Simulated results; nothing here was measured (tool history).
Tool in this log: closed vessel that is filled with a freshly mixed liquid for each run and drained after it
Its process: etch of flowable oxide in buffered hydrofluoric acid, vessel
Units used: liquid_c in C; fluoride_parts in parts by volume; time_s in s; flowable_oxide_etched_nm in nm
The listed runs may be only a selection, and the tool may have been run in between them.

run 1 hour=0.0 | liquid_c=23.0 fluoride_parts=9.5 time_s=90 | flowable_oxide_etched_nm=162.58
run 2 hour=6.4 | liquid_c=23.0 fluoride_parts=9.5 time_s=95 | flowable_oxide_etched_nm=169.02
run 3 hour=12.4 | liquid_c=22.0 fluoride_parts=10.0 time_s=95 | flowable_oxide_etched_nm=154.90
run 4 hour=20.1 | liquid_c=25.0 fluoride_parts=10.0 time_s=95 | flowable_oxide_etched_nm=185.12
run 5 hour=28.8 | liquid_c=22.0 fluoride_parts=10.0 time_s=95 | flowable_oxide_etched_nm=157.46
run 6 hour=35.1 | liquid_c=25.0 fluoride_parts=10.0 time_s=95 | flowable_oxide_etched_nm=185.46
run 7 hour=41.2 | liquid_c=23.5 fluoride_parts=10.5 time_s=95 | flowable_oxide_etched_nm=163.13
run 8 hour=43.3 | liquid_c=23.5 fluoride_parts=10.5 time_s=95 | flowable_oxide_etched_nm=161.02
run 9 hour=48.7 | liquid_c=22.0 fluoride_parts=11.0 time_s=95 | flowable_oxide_etched_nm=143.83
run 10 hour=52.0 | liquid_c=21.0 fluoride_parts=11.5 time_s=95 | flowable_oxide_etched_nm=128.36
run 11 hour=55.6 | liquid_c=20.0 fluoride_parts=12.0 time_s=95 | flowable_oxide_etched_nm=118.01
run 12 hour=61.2 | liquid_c=19.5 fluoride_parts=12.5 time_s=95 | flowable_oxide_etched_nm=110.66
run 13 hour=64.8 | liquid_c=19.5 fluoride_parts=12.5 time_s=95 | flowable_oxide_etched_nm=108.71
run 14 hour=71.1 | liquid_c=19.0 fluoride_parts=12.5 time_s=95 | flowable_oxide_etched_nm=106.95
run 15 hour=73.3 | liquid_c=18.5 fluoride_parts=12.5 time_s=95 | flowable_oxide_etched_nm=103.03

Expected results for the next run?
run 16 hour=78.4 | liquid_c=18.0 fluoride_parts=12.5 time_s=95 | flowable_oxide_etched_nm=?

{"run 16": {"flowable_oxide_etched_nm": 100.77}}
